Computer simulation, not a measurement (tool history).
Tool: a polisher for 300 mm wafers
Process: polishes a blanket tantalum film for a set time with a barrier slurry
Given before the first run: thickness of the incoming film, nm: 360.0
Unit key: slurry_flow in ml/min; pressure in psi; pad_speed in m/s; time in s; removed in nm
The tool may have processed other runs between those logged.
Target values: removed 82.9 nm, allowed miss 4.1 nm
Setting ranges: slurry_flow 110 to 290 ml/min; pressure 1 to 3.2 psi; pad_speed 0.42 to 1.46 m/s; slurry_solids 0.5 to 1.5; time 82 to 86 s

run  hour  slurry_flow  pressure  pad_speed  slurry_solids  time  removed
  1     0          185       2.1       0.94              1    82   148.95
  2   2.6          185       2.1       0.94           0.85    82   137.94
  3   7.3          185       2.1       0.94           0.85    86   144.76
  4  14.4          185         2       0.94           0.85    86   137.41
  5  22.5          185       1.9       0.94           0.85    86   130.26
  6  27.1          185       1.8       0.94           0.85    86   125.62
  7  31.8          185       1.8       0.94           0.85    86   127.37
  8  35.2          185       1.7       0.92           0.85    86    119.8
  9  41.9          185       1.6        0.9           0.85    86   108.66

Which single option among these 4 for the next run brings every result within its allowed miss of target? Just one does.
  A  48.6          255       2.1       0.98            1.1    86        ?
  B  48.6          170       1.2       0.78           0.85    82        ?
  C  48.6          200       1.6       0.72            0.6    82        ?
  D  48.6          205       1.8       1.06            0.9    86        ?

move  removed
   A   167.23
   B   71.852
   C   81.464
   D   140.07
A: the biggest miss grows against the last run
B: carries the result that was furthest off beyond its target, to the other side
C: every result within its allowed miss
D: the biggest miss grows against the last run
Correct choice: C, which meets every target
